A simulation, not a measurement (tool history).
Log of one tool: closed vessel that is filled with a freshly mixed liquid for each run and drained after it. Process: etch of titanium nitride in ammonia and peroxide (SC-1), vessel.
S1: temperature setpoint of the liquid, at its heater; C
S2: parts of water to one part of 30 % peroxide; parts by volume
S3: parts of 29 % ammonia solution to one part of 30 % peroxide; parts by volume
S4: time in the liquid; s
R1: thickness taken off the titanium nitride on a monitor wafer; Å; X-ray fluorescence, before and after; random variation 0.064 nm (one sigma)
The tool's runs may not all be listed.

run	hour	S1	S2	S3	S4	R1
1	0.0	58.0	8.0	0.5	95	120.740
2	6.1	58.0	8.0	0.5	105	135.410
3	8.5	58.0	8.0	0.5	95	123.260
4	14.7	55.5	8.0	0.5	95	104.110
5	23.0	55.5	10.0	0.5	95	93.256
6	27.1	54.0	10.0	0.5	95	84.705
7	33.0	54.0	10.0	0.5	95	83.973
# hour 33.9: thermometer replaced
8	33.9	53.0	10.0	0.5	95	86.897

Run 9 comes next. What will it give?
9	36.5	51.5	10.0	0.5	95	?

{"run 9": {"R1": 78.044}}
